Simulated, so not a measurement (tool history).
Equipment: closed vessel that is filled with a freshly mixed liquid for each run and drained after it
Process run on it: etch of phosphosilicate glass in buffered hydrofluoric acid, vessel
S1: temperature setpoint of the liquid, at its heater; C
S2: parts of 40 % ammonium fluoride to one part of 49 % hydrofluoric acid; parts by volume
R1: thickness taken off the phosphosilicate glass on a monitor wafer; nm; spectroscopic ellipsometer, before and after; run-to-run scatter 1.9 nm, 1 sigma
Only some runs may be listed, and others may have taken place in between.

{"run": 1, "hour": 0.0, "S1": 24, "S2": 17.5, "time in the liquid (s)": 90, "R1": 316.01}
{"run": 2, "hour": 1.4, "S1": 24, "S2": 17.5, "time in the liquid (s)": 90, "R1": 317.05}
{"run": 3, "hour": 5.6, "S1": 23.5, "S2": 17.5, "time in the liquid (s)": 90, "R1": 305.07}
{"run": 4, "hour": 12.4, "S1": 23, "S2": 17.5, "time in the liquid (s)": 90, "R1": 301.05}
{"run": 5, "hour": 17.8, "S1": 22.5, "S2": 17.5, "time in the liquid (s)": 90, "R1": 294.05}
{"run": 6, "hour": 19.2, "S1": 25.5, "S2": 17.5, "time in the liquid (s)": 90, "R1": 347.42}
{"run": 7, "hour": 21.7, "S1": 25, "S2": 17.5, "time in the liquid (s)": 90, "R1": 334.74}
{"run": 8, "hour": 25.1, "S1": 24.5, "S2": 17.5, "time in the liquid (s)": 90, "R1": 325.06}
{"run": 9, "hour": 32.3, "S1": 24.5, "S2": 17.5, "time in the liquid (s)": 90, "R1": 324.88}

Predict the results of run 10:
{"run": 10, "hour": 37.8, "S1": 24, "S2": 17.5, "time in the liquid (s)": 90, "R1": "?"}

R1: 317.53 nm
